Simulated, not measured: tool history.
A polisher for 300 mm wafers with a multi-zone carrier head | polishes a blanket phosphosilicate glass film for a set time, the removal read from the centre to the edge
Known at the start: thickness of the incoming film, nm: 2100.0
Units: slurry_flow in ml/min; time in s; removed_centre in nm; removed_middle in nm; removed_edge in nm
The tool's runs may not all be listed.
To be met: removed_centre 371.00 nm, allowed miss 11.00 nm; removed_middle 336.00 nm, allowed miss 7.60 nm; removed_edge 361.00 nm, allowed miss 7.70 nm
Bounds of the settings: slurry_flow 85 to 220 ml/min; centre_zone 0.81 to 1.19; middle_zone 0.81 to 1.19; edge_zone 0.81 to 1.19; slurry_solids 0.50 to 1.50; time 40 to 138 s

run	hour	slurry_flow	centre_zone	middle_zone	edge_zone	slurry_solids	time	removed_centre	removed_middle	removed_edge
1	0.0	140	1.00	1.00	1.00	1.00	88	563.67	551.68	558.32
2	3.6	130	0.99	0.96	0.96	0.85	86	507.49	488.85	507.47
3	4.8	130	0.99	0.96	0.96	0.85	95	565.24	544.45	557.18
4	12.8	125	0.99	0.94	0.93	0.75	89	515.14	475.21	498.64
5	20.5	125	0.99	0.94	0.93	0.85	89	524.10	491.59	510.00
6	27.2	125	0.99	0.94	0.93	1.00	89	549.58	518.42	540.34
7	29.0	120	0.98	0.92	0.90	0.85	85	485.54	464.12	477.02
8	34.6	115	0.98	0.89	0.88	0.75	83	460.22	414.63	446.61
9	37.2	110	0.97	0.89	0.86	0.70	81	426.74	394.49	418.82
10	45.9	105	0.97	0.88	0.85	0.65	80	402.37	374.13	403.95
11	51.9	105	0.98	0.88	0.84	0.60	79	395.66	363.95	386.11
12	55.3	100	0.98	0.87	0.83	0.60	79	390.46	352.75	376.98
13	62.5	95	0.98	0.87	0.83	0.60	79	383.94	348.45	373.96

4 next moves are on the table. One of them brings every result within its allowed miss. Which?
A	69.7	110	0.96	0.85	0.81	0.60	74	?	?	?
B	69.7	90	0.98	0.85	0.81	0.70	81	?	?	?
C	69.7	105	1.02	0.92	0.81	0.55	76	?	?	?
D	69.7	85	1.00	0.96	0.82	0.80	72	?	?	?

move	removed_centre	removed_middle	removed_edge
A	369.32	337.07	355.89
B	399.69	360.73	388.60
C	388.99	357.00	354.28
D	367.09	360.04	354.41
A: meets every target
B: further off than the last run
C: brings the result that was furthest off to its target, and leaves another outside
D: brings the result that was furthest off to its target, and leaves another outside
Answer: A

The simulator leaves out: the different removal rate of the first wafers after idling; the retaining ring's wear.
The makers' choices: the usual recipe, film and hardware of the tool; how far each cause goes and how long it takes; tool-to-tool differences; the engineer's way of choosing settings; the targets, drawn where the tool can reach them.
